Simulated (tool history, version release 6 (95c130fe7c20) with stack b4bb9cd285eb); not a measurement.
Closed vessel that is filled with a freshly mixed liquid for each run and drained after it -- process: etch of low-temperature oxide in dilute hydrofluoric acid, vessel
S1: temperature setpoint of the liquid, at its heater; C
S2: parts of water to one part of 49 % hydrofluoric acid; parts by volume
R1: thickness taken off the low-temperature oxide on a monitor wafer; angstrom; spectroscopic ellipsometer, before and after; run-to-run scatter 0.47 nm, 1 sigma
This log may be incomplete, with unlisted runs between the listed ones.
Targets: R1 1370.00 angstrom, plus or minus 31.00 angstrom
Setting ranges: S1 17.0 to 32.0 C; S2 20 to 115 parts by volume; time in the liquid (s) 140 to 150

Run 1, day 0.000: S1 24.0 C, S2 65 parts by volume, time in the liquid (s) 140. Result: R1 431.29 angstrom.
Run 2, day 0.304: S1 24.0 C, S2 50 parts by volume, time in the liquid (s) 140. Result: R1 571.17 angstrom.
Run 3, day 0.479: S1 24.0 C, S2 50 parts by volume, time in the liquid (s) 150. Result: R1 615.04 angstrom.
Run 4, day 0.658: S1 24.0 C, S2 50 parts by volume, time in the liquid (s) 140. Result: R1 572.90 angstrom.
Run 5, day 0.788: S1 25.0 C, S2 45 parts by volume, time in the liquid (s) 140. Result: R1 666.91 angstrom.
Run 6, day 0.921: S1 25.5 C, S2 45 parts by volume, time in the liquid (s) 140. Result: R1 681.06 angstrom.
Run 7, day 1.304: S1 26.0 C, S2 45 parts by volume, time in the liquid (s) 140. Result: R1 696.76 angstrom.
Run 8, day 1.667: S1 26.5 C, S2 45 parts by volume, time in the liquid (s) 140. Result: R1 712.16 angstrom.
Run 9, day 2.054: S1 27.0 C, S2 45 parts by volume, time in the liquid (s) 140. Result: R1 722.80 angstrom.
Run 10, day 2.371: S1 27.5 C, S2 45 parts by volume, time in the liquid (s) 140. Result: R1 739.75 angstrom.
Run 11, day 2.696: S1 28.0 C, S2 45 parts by volume, time in the liquid (s) 140. Result: R1 751.79 angstrom.
Run 12, day 2.846: S1 32.0 C, S2 20 parts by volume, time in the liquid (s) 145. Result: R1 2154.50 angstrom.
At day 3.129: hydrofluoric acid flow meter replaced.
Run 13, day 3.129: S1 31.5 C, S2 20 parts by volume, time in the liquid (s) 145. Result: R1 2289.30 angstrom.
Run 14, day 3.312: S1 27.5 C, S2 45 parts by volume, time in the liquid (s) 145. Result: R1 832.30 angstrom.
Run 15, day 3.367: S1 28.0 C, S2 45 parts by volume, time in the liquid (s) 145. Result: R1 852.85 angstrom.

5 candidate next runs follow, results not yet known. Just one meets every target within its allowed miss. Identify it.
Run A, day 3.421: S1 28.5 C, S2 25 parts by volume, time in the liquid (s) 150. Result: R1 ?.
Run B, day 3.421: S1 28.0 C, S2 35 parts by volume, time in the liquid (s) 140. Result: R1 ?.
Run C, day 3.421: S1 28.5 C, S2 30 parts by volume, time in the liquid (s) 150. Result: R1 ?.
Run D, day 3.421: S1 29.5 C, S2 30 parts by volume, time in the liquid (s) 150. Result: R1 ?.
Run E, day 3.421: S1 25.0 C, S2 25 parts by volume, time in the liquid (s) 150. Result: R1 ?.

move       R1
   A  1659.90
   B  1068.10
   C  1372.70
   D  1429.20
   E  1437.00
A: moves the result that the last run missed by most past its target, out the other side
B: nearer than the last run, and not there yet
C: hits every target within its allowed miss
D: moves the result that the last run missed by most past its target, out the other side
E: moves the result that the last run missed by most past its target, out the other side
C is the move that brings every result within its allowed miss.

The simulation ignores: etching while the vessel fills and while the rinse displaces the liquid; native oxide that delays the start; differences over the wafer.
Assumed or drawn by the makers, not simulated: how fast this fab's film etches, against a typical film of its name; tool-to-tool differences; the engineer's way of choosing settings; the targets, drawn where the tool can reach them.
